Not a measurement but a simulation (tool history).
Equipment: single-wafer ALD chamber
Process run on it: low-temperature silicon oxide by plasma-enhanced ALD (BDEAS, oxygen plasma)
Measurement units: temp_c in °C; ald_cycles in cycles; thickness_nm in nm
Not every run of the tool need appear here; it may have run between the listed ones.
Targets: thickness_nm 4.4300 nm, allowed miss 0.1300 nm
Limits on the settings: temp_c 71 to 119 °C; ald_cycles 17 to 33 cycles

run,day,temp_c,ald_cycles,thickness_nm
1,0.000,95,25,3.7171
2,0.117,95,24,3.5565
3,0.158,95,26,3.8612
4,0.529,95,23,3.4583
5,0.696,93,25,3.7373
6,0.917,91,26,3.9075
7,1.204,90,27,4.0747
8,1.321,89,27,4.1111
9,1.488,89,27,4.0961

Below are 5 possible settings for the next run. Only one of them brings all results inside the allowed miss of their targets. Which is it?
A,1.654,101,30,?
B,1.654,88,25,?
C,1.654,95,25,?
D,1.654,91,26,?
E,1.654,86,24,?

move,thickness_nm
A,4.4070
B,3.8224
C,3.7406
D,3.9388
E,3.6919
A: all results in spec
B: the biggest miss grows against the last run
C: the biggest miss grows against the last run
D: the biggest miss grows against the last run
E: the biggest miss grows against the last run
Answer: A
